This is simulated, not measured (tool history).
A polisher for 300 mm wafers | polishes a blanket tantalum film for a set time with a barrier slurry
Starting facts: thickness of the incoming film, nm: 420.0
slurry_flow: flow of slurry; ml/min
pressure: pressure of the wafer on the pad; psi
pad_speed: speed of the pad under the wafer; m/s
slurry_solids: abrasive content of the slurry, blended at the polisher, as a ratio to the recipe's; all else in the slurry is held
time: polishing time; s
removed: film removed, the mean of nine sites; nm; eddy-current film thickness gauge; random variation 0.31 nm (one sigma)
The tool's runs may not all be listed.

run	day	slurry_flow	pressure	pad_speed	slurry_solids	time	removed
1	0.000	175	2.1	1.02	1.0	49	78.769
2	0.296	175	1.9	1.02	1.0	49	73.733
3	0.350	175	1.9	0.84	1.0	49	60.416
4	0.629	215	1.9	0.84	1.0	49	61.370
5	0.708	215	1.7	0.84	1.0	49	57.659
6	1.083	215	1.7	0.84	0.8	49	53.093
7	1.112	210	1.6	0.84	0.8	49	50.191

Estimate the outcome of run 8 from the log above:
8	1.312	210	1.6	0.84	0.8	49	?

removed: 51.150 nm
